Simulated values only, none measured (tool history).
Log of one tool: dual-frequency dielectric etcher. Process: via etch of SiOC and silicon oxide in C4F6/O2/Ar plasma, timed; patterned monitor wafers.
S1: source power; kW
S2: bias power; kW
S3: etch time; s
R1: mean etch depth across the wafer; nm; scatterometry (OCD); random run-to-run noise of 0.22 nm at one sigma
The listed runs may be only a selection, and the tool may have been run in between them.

| run | hour | S1 | S2 | S3 | R1 |
|---|---|---|---|---|---|
| 1 | 0.0 | 0.360 | 0.233 | 95.5 | 114.29 |
| 2 | 7.8 | 0.340 | 0.227 | 95.5 | 110.50 |
| 3 | 11.0 | 0.340 | 0.263 | 95.5 | 116.74 |
| 4 | 12.4 | 0.320 | 0.255 | 95.5 | 112.86 |
| 5 | 15.7 | 0.320 | 0.255 | 99.0 | 117.05 |
| 6 | 20.2 | 0.300 | 0.248 | 98.5 | 112.28 |
| 7 | 26.5 | 0.290 | 0.243 | 98.5 | 109.92 |
| 8 | 33.2 | 0.280 | 0.239 | 98.5 | 108.27 |
| 9 | 34.0 | 0.270 | 0.235 | 98.5 | 106.16 |
| 10 | 37.9 | 0.260 | 0.232 | 98.5 | 103.68 |
| 11 | 45.8 | 0.250 | 0.231 | 98.5 | 101.75 |
| 12 | 51.6 | 0.250 | 0.231 | 98.5 | 102.14 |
| 13 | 53.6 | 0.250 | 0.230 | 98.5 | 101.64 |

Predict the results of run 14:
| 14 | 56.2 | 0.250 | 0.229 | 98.5 | ? |

{"run 14": {"R1": 101.76}}
